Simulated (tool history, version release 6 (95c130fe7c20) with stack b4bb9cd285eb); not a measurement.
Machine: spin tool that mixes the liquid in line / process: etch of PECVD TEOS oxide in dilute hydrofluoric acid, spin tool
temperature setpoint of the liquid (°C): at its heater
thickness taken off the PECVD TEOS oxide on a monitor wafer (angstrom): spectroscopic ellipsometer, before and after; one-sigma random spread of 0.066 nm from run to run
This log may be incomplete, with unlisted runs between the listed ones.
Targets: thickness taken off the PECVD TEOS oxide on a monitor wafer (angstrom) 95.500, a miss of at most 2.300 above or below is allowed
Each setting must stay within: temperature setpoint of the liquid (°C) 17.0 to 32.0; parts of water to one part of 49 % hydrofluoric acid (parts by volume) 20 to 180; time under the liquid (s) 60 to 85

run	hour	temperature setpoint of the liquid (°C)	parts of water to one part of 49 % hydrofluoric acid (parts by volume)	time under the liquid (s)	thickness taken off the PECVD TEOS oxide on a monitor wafer (angstrom)
1	0.0	24.0	100	85	151.310
2	3.5	24.0	130	85	112.620
3	6.4	27.0	130	85	126.520
4	8.4	27.0	130	60	88.961
5	9.7	27.0	115	60	102.480
6	15.3	27.0	140	60	81.511
7	21.2	28.0	135	60	89.148
8	27.4	28.0	135	60	88.771
9	30.1	28.5	135	60	90.592
10	34.8	29.0	135	60	91.477

Which of these 4 next moves meets every target?
A	39.5	30.0	135	60	?
B	39.5	26.0	135	75	?
C	39.5	27.5	165	75	?
D	39.5	28.0	155	80	?

move	thickness taken off the PECVD TEOS oxide on a monitor wafer (angstrom)
A	95.442
B	102.840
C	85.772
D	100.410
A: in spec on every target
B: moves the result that the last run missed by most past its target, out the other side
C: its largest miss is bigger than the last run's
D: moves the result that the last run missed by most past its target, out the other side
Go with A: it meets all targets.

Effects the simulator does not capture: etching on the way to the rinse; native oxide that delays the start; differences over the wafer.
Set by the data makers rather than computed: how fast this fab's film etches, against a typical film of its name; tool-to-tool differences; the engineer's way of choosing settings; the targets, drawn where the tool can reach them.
